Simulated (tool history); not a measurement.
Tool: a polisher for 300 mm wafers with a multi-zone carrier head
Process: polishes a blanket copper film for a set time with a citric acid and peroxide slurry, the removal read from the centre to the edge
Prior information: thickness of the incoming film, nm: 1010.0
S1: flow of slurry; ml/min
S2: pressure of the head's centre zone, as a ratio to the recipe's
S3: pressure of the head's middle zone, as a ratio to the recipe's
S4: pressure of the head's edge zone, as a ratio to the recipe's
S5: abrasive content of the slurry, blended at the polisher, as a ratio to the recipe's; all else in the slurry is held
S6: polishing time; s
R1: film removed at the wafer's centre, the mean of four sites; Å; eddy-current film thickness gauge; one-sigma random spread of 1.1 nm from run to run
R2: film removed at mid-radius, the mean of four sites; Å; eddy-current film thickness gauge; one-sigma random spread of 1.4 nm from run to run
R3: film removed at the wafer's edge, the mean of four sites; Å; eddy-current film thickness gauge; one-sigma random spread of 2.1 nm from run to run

run 1 day=0.000 | S1=275 S2=1.00 S3=1.00 S4=1.00 S5=1.00 S6=52 | R1=1261.30 R2=1406.8 R3=1421.7
run 2 day=0.121 | S1=275 S2=0.97 S3=1.00 S4=1.00 S5=1.00 S6=52 | R1=1228.00 R2=1372.6 R3=1421.1
run 3 day=0.408 | S1=275 S2=0.97 S3=1.00 S4=1.00 S5=1.00 S6=40 | R1=942.97 R2=1071.4 R3=1084.0
run 4 day=0.467 | S1=275 S2=0.97 S3=1.00 S4=1.00 S5=1.15 S6=40 | R1=975.04 R2=1111.1 R3=1132.5
run 5 day=0.629 | S1=275 S2=0.99 S3=1.01 S4=1.04 S5=1.25 S6=43 | R1=1094.00 R2=1218.6 R3=1245.0
run 6 day=0.900 | S1=275 S2=0.99 S3=1.01 S4=0.96 S5=1.25 S6=43 | R1=1074.20 R2=1237.0 R3=1216.7

The next listed run, before its measurement:
run 7 day=1.233 | S1=270 S2=0.99 S3=1.01 S4=1.00 S5=1.30 S6=46 | R1=? R2=? R3=?

{"run 7": {"R1": 1166.2, "R2": 1321.3, "R3": 1329.7}}

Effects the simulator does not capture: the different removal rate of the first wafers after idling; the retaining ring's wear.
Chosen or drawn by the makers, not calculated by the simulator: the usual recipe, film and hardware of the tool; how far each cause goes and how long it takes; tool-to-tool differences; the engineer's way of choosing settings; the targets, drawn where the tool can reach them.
